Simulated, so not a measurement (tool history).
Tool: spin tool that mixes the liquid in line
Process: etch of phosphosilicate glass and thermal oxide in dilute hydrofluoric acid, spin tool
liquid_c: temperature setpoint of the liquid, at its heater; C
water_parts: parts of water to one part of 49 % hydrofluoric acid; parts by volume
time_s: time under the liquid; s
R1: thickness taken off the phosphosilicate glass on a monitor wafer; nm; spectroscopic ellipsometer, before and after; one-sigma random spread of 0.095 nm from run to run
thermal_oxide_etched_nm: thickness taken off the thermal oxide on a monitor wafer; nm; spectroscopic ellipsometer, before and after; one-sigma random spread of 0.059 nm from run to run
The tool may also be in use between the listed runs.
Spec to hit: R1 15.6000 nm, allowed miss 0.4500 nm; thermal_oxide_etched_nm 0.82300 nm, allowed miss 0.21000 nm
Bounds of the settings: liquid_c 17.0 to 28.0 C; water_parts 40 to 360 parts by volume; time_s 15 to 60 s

Run 1, hour 0.0: liquid_c 20.0 C, water_parts 200 parts by volume, time_s 30 s. Result: R1 10.5420 nm, thermal_oxide_etched_nm 0.54220 nm.
Run 2, hour 2.4: liquid_c 18.0 C, water_parts 200 parts by volume, time_s 30 s. Result: R1 9.8067 nm, thermal_oxide_etched_nm 0.48863 nm.
Run 3, hour 8.3: liquid_c 18.0 C, water_parts 200 parts by volume, time_s 25 s. Result: R1 8.2539 nm, thermal_oxide_etched_nm 0.39134 nm.
Run 4, hour 10.2: liquid_c 17.0 C, water_parts 200 parts by volume, time_s 25 s. Result: R1 7.8675 nm, thermal_oxide_etched_nm 0.43562 nm.
Run 5, hour 12.2: liquid_c 17.0 C, water_parts 200 parts by volume, time_s 20 s. Result: R1 6.2498 nm, thermal_oxide_etched_nm 0.29630 nm.
Run 6, hour 16.0: liquid_c 17.0 C, water_parts 170 parts by volume, time_s 20 s. Result: R1 7.7293 nm, thermal_oxide_etched_nm 0.42664 nm.
Run 7, hour 18.6: liquid_c 19.5 C, water_parts 160 parts by volume, time_s 20 s. Result: R1 9.0207 nm, thermal_oxide_etched_nm 0.41838 nm.
Run 8, hour 25.4: liquid_c 20.5 C, water_parts 145 parts by volume, time_s 20 s. Result: R1 10.4680 nm, thermal_oxide_etched_nm 0.57911 nm.
Run 9, hour 33.5: liquid_c 22.0 C, water_parts 140 parts by volume, time_s 20 s. Result: R1 11.6440 nm, thermal_oxide_etched_nm 0.57817 nm.
Run 10, hour 36.0: liquid_c 23.0 C, water_parts 135 parts by volume, time_s 20 s. Result: R1 12.5660 nm, thermal_oxide_etched_nm 0.65059 nm.
Run 11, hour 44.1: liquid_c 24.0 C, water_parts 135 parts by volume, time_s 20 s. Result: R1 13.1910 nm, thermal_oxide_etched_nm 0.70844 nm.

Which of these 4 next moves meets every target?
Run A, hour 52.2: liquid_c 23.5 C, water_parts 140 parts by volume, time_s 25 s. Result: R1 ?, thermal_oxide_etched_nm ?.
Run B, hour 52.2: liquid_c 26.5 C, water_parts 165 parts by volume, time_s 25 s. Result: R1 ?, thermal_oxide_etched_nm ?.
Run C, hour 52.2: liquid_c 28.0 C, water_parts 110 parts by volume, time_s 15 s. Result: R1 ?, thermal_oxide_etched_nm ?.
Run D, hour 52.2: liquid_c 23.5 C, water_parts 120 parts by volume, time_s 20 s. Result: R1 ?, thermal_oxide_etched_nm ?.

move       R1  thermal_oxide_etched_nm
   A  15.3530                  0.79554
   B  14.1710                  0.73428
   C  14.4520                  0.74886
   D  14.6660                  0.75994
A: all results in spec
B: nearer than the last run, and not there yet
C: nearer than the last run, and not there yet
D: nearer than the last run, and not there yet
Go with A: it meets all targets.
